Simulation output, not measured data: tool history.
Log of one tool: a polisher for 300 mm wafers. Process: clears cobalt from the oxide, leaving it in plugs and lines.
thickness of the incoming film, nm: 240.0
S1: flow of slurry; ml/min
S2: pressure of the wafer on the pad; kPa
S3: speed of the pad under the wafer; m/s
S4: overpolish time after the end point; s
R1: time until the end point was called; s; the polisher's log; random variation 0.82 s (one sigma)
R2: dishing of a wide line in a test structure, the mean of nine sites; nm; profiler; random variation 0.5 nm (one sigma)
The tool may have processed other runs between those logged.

run,hour,S1,S2,S3,S4,R1,R2
1,0,215,9,1.16,9,67.905,24.177
2,6.6,215,9,0.9,9,83.714,19.936
3,12,215,9,0.9,8,85.051,17.853
4,20.4,215,9,0.9,5,84.554,12.18
5,22.6,215,9.7,0.94,7,75.53,17.359
6,24.4,170,9.7,0.94,7,78.411,17.043
7,27,170,9.7,0.94,7,78.58,16.882

The next listed run, before its measurement:
8,32.2,165,10.3,0.96,8,?,?

Run 8 measured R1 71.513 s, R2 19.793 nm.

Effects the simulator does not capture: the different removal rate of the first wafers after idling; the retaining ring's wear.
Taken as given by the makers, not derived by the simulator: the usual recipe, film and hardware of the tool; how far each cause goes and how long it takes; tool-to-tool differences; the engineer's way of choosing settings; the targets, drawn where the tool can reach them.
